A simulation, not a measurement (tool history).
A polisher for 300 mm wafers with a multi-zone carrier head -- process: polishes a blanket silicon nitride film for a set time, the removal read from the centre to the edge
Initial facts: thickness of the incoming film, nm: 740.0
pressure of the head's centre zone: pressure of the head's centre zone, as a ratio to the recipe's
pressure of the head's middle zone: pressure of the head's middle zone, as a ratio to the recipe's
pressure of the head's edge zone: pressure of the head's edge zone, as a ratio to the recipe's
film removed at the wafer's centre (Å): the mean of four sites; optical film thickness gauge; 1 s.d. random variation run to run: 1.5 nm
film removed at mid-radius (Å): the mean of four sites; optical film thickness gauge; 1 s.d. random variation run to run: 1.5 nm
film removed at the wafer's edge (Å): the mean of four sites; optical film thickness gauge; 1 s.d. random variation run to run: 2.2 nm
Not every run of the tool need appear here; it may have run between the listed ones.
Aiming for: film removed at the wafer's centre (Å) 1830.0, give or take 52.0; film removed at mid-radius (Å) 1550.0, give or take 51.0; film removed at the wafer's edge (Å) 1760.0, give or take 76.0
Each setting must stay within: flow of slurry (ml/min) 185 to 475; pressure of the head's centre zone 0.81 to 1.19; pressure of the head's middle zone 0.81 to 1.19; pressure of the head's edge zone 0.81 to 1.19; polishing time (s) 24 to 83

| run | day | flow of slurry (ml/min) | pressure of the head's centre zone | pressure of the head's middle zone | pressure of the head's edge zone | polishing time (s) | film removed at the wafer's centre (Å) | film removed at mid-radius (Å) | film removed at the wafer's edge (Å) |
|---|---|---|---|---|---|---|---|---|---|
| 1 | 0.000 | 305 | 1.00 | 1.00 | 1.00 | 53 | 1256.0 | 1297.3 | 1266.4 |
| 2 | 0.221 | 310 | 1.04 | 0.98 | 1.05 | 57 | 1391.6 | 1386.4 | 1381.1 |
| 3 | 0.304 | 310 | 1.07 | 0.94 | 1.08 | 60 | 1522.1 | 1445.6 | 1490.8 |
| 4 | 0.504 | 310 | 1.07 | 0.87 | 1.08 | 60 | 1532.6 | 1343.3 | 1519.1 |
| 5 | 0.875 | 365 | 1.07 | 0.87 | 1.08 | 60 | 1555.0 | 1333.3 | 1510.2 |
| 6 | 0.929 | 365 | 1.07 | 0.83 | 1.08 | 60 | 1542.8 | 1314.0 | 1512.7 |
| 7 | 1.108 | 360 | 1.08 | 0.84 | 1.10 | 62 | 1596.4 | 1349.4 | 1562.5 |
| 8 | 1.192 | 355 | 1.09 | 0.85 | 1.11 | 64 | 1674.4 | 1419.3 | 1637.9 |
| 9 | 1.567 | 355 | 1.09 | 0.85 | 1.11 | 64 | 1688.7 | 1420.5 | 1631.4 |
| 10 | 1.825 | 350 | 1.09 | 0.86 | 1.12 | 65 | 1658.9 | 1435.2 | 1628.2 |
| 11 | 1.983 | 350 | 1.09 | 0.86 | 1.11 | 66 | 1713.8 | 1454.7 | 1695.9 |

Exactly one of the 5 candidate moves below puts every result within its allowed miss. Which one?
| A | 2.142 | 315 | 1.14 | 0.88 | 1.19 | 61 | ? | ? | ? |
| B | 2.142 | 450 | 0.99 | 0.92 | 1.03 | 67 | ? | ? | ? |
| C | 2.142 | 305 | 1.14 | 0.90 | 1.14 | 68 | ? | ? | ? |
| D | 2.142 | 350 | 1.07 | 0.81 | 1.15 | 65 | ? | ? | ? |
| E | 2.142 | 400 | 1.06 | 0.88 | 1.10 | 68 | ? | ? | ? |

| move | film removed at the wafer's centre (Å) | film removed at mid-radius (Å) | film removed at the wafer's edge (Å) |
|---|---|---|---|
| A | 1662.8 | 1373.1 | 1594.0 |
| B | 1646.6 | 1609.5 | 1672.5 |
| C | 1847.0 | 1552.1 | 1735.3 |
| D | 1684.1 | 1388.9 | 1685.0 |
| E | 1768.3 | 1564.5 | 1739.3 |
A: moves away from the targets compared with the last run
B: moves away from the targets compared with the last run
C: each result inside its tolerance
D: moves away from the targets compared with the last run
E: an improvement on the last run, though not all results are within tolerance
The right move is C.
